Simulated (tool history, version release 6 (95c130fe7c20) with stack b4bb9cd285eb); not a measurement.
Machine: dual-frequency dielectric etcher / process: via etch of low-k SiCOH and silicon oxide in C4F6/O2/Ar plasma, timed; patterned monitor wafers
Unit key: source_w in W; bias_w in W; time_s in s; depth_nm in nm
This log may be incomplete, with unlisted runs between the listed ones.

{"run": 1, "hour": 0.0, "source_w": 250, "bias_w": 198, "time_s": 54.5, "depth_nm": 119.84}
{"run": 2, "hour": 7.0, "source_w": 280, "bias_w": 198, "time_s": 54.5, "depth_nm": 122.73}
{"run": 3, "hour": 13.8, "source_w": 260, "bias_w": 194, "time_s": 54.5, "depth_nm": 119.56}
{"run": 4, "hour": 18.3, "source_w": 230, "bias_w": 194, "time_s": 54.5, "depth_nm": 114.31}
{"run": 5, "hour": 20.1, "source_w": 200, "bias_w": 194, "time_s": 54.5, "depth_nm": 110.03}
{"run": 6, "hour": 22.5, "source_w": 200, "bias_w": 194, "time_s": 54.5, "depth_nm": 110.39}
{"run": 7, "hour": 27.7, "source_w": 200, "bias_w": 195, "time_s": 54.5, "depth_nm": 109.76}
{"run": 8, "hour": 28.4, "source_w": 200, "bias_w": 196, "time_s": 54.5, "depth_nm": 109.88}
{"run": 9, "hour": 32.1, "source_w": 200, "bias_w": 197, "time_s": 54.5, "depth_nm": 110.44}

Run 10 comes next. What will it give?
{"run": 10, "hour": 40.9, "source_w": 200, "bias_w": 198, "time_s": 54.5, "depth_nm": "?"}

depth_nm: 109.88 nm
